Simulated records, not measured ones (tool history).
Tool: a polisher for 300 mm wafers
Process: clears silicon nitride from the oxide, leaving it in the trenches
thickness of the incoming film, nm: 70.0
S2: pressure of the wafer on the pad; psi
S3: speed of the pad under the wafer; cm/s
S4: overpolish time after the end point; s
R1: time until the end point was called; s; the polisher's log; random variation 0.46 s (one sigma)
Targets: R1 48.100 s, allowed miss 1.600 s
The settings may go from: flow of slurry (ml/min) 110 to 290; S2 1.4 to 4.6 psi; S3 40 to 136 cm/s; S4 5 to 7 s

{"run": 1, "hour": 0.0, "flow of slurry (ml/min)": 185, "S2": 3.0, "S3": 88, "S4": 7, "R1": 79.455}
{"run": 2, "hour": 7.5, "flow of slurry (ml/min)": 185, "S2": 2.5, "S3": 88, "S4": 7, "R1": 93.287}
{"run": 3, "hour": 8.8, "flow of slurry (ml/min)": 185, "S2": 2.5, "S3": 88, "S4": 7, "R1": 93.188}
{"run": 4, "hour": 15.0, "flow of slurry (ml/min)": 215, "S2": 2.5, "S3": 88, "S4": 7, "R1": 91.205}
{"run": 5, "hour": 23.8, "flow of slurry (ml/min)": 215, "S2": 2.9, "S3": 88, "S4": 7, "R1": 80.086}
{"run": 6, "hour": 29.6, "flow of slurry (ml/min)": 215, "S2": 3.2, "S3": 88, "S4": 7, "R1": 72.823}
{"run": 7, "hour": 31.2, "flow of slurry (ml/min)": 215, "S2": 3.2, "S3": 88, "S4": 7, "R1": 72.517}
{"run": 8, "hour": 39.7, "flow of slurry (ml/min)": 215, "S2": 3.4, "S3": 88, "S4": 7, "R1": 69.084}
{"run": 9, "hour": 47.2, "flow of slurry (ml/min)": 215, "S2": 3.6, "S3": 88, "S4": 7, "R1": 65.76}
{"run": 10, "hour": 54.0, "flow of slurry (ml/min)": 230, "S2": 4.4, "S3": 90, "S4": 7, "R1": 51.36}
{"run": 11, "hour": 56.2, "flow of slurry (ml/min)": 235, "S2": 4.5, "S3": 90, "S4": 7, "R1": 51.132}

4 next moves are on the table. One of them brings every result within its allowed miss. Which?
{"run": "A", "hour": 58.4, "flow of slurry (ml/min)": 290, "S2": 4.6, "S3": 100, "S4": 5, "R1": "?"}
{"run": "B", "hour": 58.4, "flow of slurry (ml/min)": 265, "S2": 4.6, "S3": 98, "S4": 5, "R1": "?"}
{"run": "C", "hour": 58.4, "flow of slurry (ml/min)": 265, "S2": 4.6, "S3": 98, "S4": 6, "R1": "?"}
{"run": "D", "hour": 58.4, "flow of slurry (ml/min)": 235, "S2": 3.8, "S3": 112, "S4": 7, "R1": "?"}

move=A R1=43.467
move=B R1=44.732
move=C R1=44.732
move=D R1=47.986
A: takes the result that was furthest off past its target
B: takes the result that was furthest off past its target
C: takes the result that was furthest off past its target
D: meets every target
The right move is D.

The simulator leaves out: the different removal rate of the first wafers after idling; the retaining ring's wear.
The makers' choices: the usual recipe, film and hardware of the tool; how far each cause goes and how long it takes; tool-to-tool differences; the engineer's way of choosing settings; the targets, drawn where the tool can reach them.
